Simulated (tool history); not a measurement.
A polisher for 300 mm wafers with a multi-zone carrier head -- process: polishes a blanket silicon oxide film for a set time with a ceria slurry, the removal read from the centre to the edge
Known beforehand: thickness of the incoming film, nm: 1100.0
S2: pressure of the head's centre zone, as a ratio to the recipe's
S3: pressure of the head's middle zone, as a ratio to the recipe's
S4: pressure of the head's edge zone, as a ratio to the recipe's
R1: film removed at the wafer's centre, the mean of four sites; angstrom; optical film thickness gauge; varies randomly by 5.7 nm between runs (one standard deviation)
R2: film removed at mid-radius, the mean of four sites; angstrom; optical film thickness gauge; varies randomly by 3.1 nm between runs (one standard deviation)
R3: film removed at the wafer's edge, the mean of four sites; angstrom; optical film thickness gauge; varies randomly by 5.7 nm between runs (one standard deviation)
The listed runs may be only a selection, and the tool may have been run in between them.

{"run": 1, "hour": 0.0, "flow of slurry (ml/min)": 205, "S2": 1, "S3": 1, "S4": 1, "polishing time (s)": 81, "R1": 3121.6, "R2": 3297, "R3": 3143.2}
{"run": 2, "hour": 3.9, "flow of slurry (ml/min)": 210, "S2": 1.02, "S3": 1.02, "S4": 1.01, "polishing time (s)": 84, "R1": 3299.6, "R2": 3429.3, "R3": 3340.7}
{"run": 3, "hour": 12.4, "flow of slurry (ml/min)": 190, "S2": 1.02, "S3": 1.02, "S4": 1.01, "polishing time (s)": 84, "R1": 3275.7, "R2": 3438.9, "R3": 3305.8}
{"run": 4, "hour": 13.5, "flow of slurry (ml/min)": 220, "S2": 1.02, "S3": 1.02, "S4": 1.01, "polishing time (s)": 84, "R1": 3279.5, "R2": 3503.8, "R3": 3364.3}
{"run": 5, "hour": 15.1, "flow of slurry (ml/min)": 220, "S2": 1.02, "S3": 1.02, "S4": 1.01, "polishing time (s)": 69, "R1": 2696.1, "R2": 2850.7, "R3": 2771.7}
{"run": 6, "hour": 17.0, "flow of slurry (ml/min)": 220, "S2": 1.02, "S3": 0.98, "S4": 1.01, "polishing time (s)": 69, "R1": 2715.4, "R2": 2763.8, "R3": 2780}

What does the tool deliver on the next run?
{"run": 7, "hour": 19.2, "flow of slurry (ml/min)": 220, "S2": 1.04, "S3": 1.01, "S4": 1.01, "polishing time (s)": 74, "R1": "?", "R2": "?", "R3": "?"}

R1: 2972.1 angstrom
R2: 3015.3 angstrom
R3: 2971.9 angstrom
